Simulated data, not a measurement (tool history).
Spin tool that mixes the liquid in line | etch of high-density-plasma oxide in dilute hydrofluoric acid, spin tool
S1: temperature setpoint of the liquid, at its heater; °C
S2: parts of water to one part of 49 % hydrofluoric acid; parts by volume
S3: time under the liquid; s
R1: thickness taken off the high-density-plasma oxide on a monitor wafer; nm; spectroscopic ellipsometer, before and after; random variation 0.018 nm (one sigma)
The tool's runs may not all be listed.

run  hour    S1   S2   S3      R1
  1   0.0  22.0  105  100  4.4052
  2   6.2  21.0  115  100  3.8617
  3  11.3  18.5  115  100  3.4800
  4  16.9  18.5  115  100  3.4723
  5  20.0  18.0  120  100  3.2650
  6  26.0  18.0  125  100  3.1489
  7  29.6  18.0  130  100  2.9478

Forecast run 8:
  8  37.2  18.0  135  100   ?

Run 8 gave R1 2.8531 nm.
